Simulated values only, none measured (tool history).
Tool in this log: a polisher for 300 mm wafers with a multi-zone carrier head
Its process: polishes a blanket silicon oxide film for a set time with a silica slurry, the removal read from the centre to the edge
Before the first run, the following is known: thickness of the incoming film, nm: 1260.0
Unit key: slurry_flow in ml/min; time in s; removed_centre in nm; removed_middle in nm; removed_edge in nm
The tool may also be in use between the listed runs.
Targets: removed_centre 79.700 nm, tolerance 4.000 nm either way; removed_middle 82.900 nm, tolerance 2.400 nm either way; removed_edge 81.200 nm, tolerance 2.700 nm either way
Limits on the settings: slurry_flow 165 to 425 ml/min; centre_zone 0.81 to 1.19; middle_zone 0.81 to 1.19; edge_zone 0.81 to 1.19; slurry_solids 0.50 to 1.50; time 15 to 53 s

| run | hour | slurry_flow | centre_zone | middle_zone | edge_zone | slurry_solids | time | removed_centre | removed_middle | removed_edge |
|---|---|---|---|---|---|---|---|---|---|---|
| 1 | 0.0 | 275 | 1.00 | 1.00 | 1.00 | 1.00 | 34 | 101.150 | 92.700 | 91.046 |
| 2 | 4.3 | 270 | 0.98 | 0.99 | 0.99 | 1.00 | 34 | 98.022 | 93.400 | 90.753 |
| 3 | 13.2 | 270 | 0.97 | 0.98 | 0.98 | 1.00 | 34 | 100.620 | 92.333 | 91.205 |
| 4 | 18.0 | 270 | 0.97 | 0.98 | 1.02 | 1.00 | 34 | 96.054 | 91.916 | 92.197 |
| 5 | 23.9 | 270 | 1.02 | 0.98 | 1.02 | 1.00 | 34 | 100.860 | 91.292 | 91.300 |
| 6 | 32.5 | 270 | 1.07 | 0.98 | 1.02 | 1.00 | 34 | 107.500 | 92.461 | 92.383 |
| 7 | 34.8 | 270 | 1.05 | 0.98 | 1.02 | 0.95 | 34 | 104.770 | 88.209 | 88.558 |
| 8 | 36.9 | 265 | 1.03 | 0.98 | 1.02 | 0.95 | 34 | 100.740 | 88.692 | 89.327 |
| 9 | 43.3 | 260 | 1.01 | 0.98 | 1.02 | 0.95 | 34 | 98.405 | 88.052 | 86.732 |
| 10 | 51.1 | 255 | 0.99 | 0.98 | 1.03 | 0.95 | 34 | 97.969 | 89.055 | 89.059 |
| 11 | 54.7 | 255 | 0.97 | 0.98 | 1.03 | 0.95 | 34 | 95.420 | 88.123 | 89.470 |
| 12 | 61.4 | 255 | 0.95 | 0.99 | 1.03 | 0.95 | 34 | 93.676 | 89.357 | 88.599 |
|  | 66.6 | centre zone pressure recalibrated |
| 13 | 66.6 | 255 | 0.94 | 0.99 | 1.03 | 0.95 | 34 | 82.186 | 90.038 | 89.201 |
| 14 | 68.1 | 250 | 0.94 | 0.99 | 1.03 | 0.95 | 34 | 83.678 | 90.044 | 87.203 |
| 15 | 70.4 | 215 | 0.92 | 0.93 | 0.96 | 0.90 | 34 | 78.107 | 80.892 | 81.071 |

Below are 5 possible settings for the next run. Only one of them brings all results inside the allowed miss of their targets. Which is it?
| A | 72.7 | 315 | 1.09 | 0.94 | 0.98 | 0.85 | 33 | ? | ? | ? |
| B | 72.7 | 235 | 1.02 | 1.00 | 0.85 | 0.80 | 36 | ? | ? | ? |
| C | 72.7 | 165 | 0.97 | 0.98 | 0.95 | 1.00 | 33 | ? | ? | ? |
| D | 72.7 | 215 | 1.07 | 0.95 | 0.91 | 0.80 | 37 | ? | ? | ? |
| E | 72.7 | 165 | 0.99 | 0.99 | 1.11 | 0.80 | 36 | ? | ? | ? |

| move | removed_centre | removed_middle | removed_edge |
|---|---|---|---|
| A | 87.630 | 78.701 | 80.178 |
| B | 82.219 | 83.001 | 77.283 |
| C | 79.165 | 83.054 | 82.852 |
| D | 87.070 | 80.704 | 80.424 |
| E | 74.530 | 77.325 | 80.822 |
A: misses by more than the last run did
B: the worst result of the last run now meets its target, but another is out of spec
C: meets every target
D: the worst result of the last run now meets its target, but another is out of spec
E: misses by more than the last run did
Go with C: it meets all targets.
